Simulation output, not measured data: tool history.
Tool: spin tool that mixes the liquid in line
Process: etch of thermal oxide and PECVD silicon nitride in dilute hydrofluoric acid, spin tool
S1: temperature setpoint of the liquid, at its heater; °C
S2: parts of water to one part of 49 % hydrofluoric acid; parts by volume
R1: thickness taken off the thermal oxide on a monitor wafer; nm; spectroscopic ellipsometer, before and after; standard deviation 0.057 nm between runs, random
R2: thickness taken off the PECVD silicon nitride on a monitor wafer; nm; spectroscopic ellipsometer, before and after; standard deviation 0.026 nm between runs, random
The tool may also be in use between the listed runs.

Run 1, hour 0.0: S1 22.0 °C, S2 130 parts by volume, time under the liquid (s) 180. Result: R1 7.2136 nm, R2 4.2365 nm.
Run 2, hour 6.7: S1 25.0 °C, S2 130 parts by volume, time under the liquid (s) 180. Result: R1 7.9553 nm, R2 5.1948 nm.
Run 3, hour 10.2: S1 24.0 °C, S2 135 parts by volume, time under the liquid (s) 180. Result: R1 7.3924 nm, R2 4.7527 nm.
Run 4, hour 14.0: S1 23.0 °C, S2 135 parts by volume, time under the liquid (s) 180. Result: R1 7.0389 nm, R2 4.4576 nm.
Run 5, hour 15.2: S1 22.0 °C, S2 135 parts by volume, time under the liquid (s) 180. Result: R1 6.9069 nm, R2 4.1061 nm.
Run 6, hour 18.8: S1 21.5 °C, S2 140 parts by volume, time under the liquid (s) 180. Result: R1 6.4096 nm, R2 3.8296 nm.
Run 7, hour 26.5: S1 21.0 °C, S2 140 parts by volume, time under the liquid (s) 180. Result: R1 6.3788 nm, R2 3.7073 nm.
Run 8, hour 33.8: S1 20.5 °C, S2 145 parts by volume, time under the liquid (s) 180. Result: R1 5.9738 nm, R2 3.4240 nm.

Run 9 is up next; what results do you expect?
Run 9, hour 35.3: S1 20.5 °C, S2 145 parts by volume, time under the liquid (s) 180. Result: R1 ?, R2 ?.

{"run 9": {"R1": 5.9629, "R2": 3.5288}}
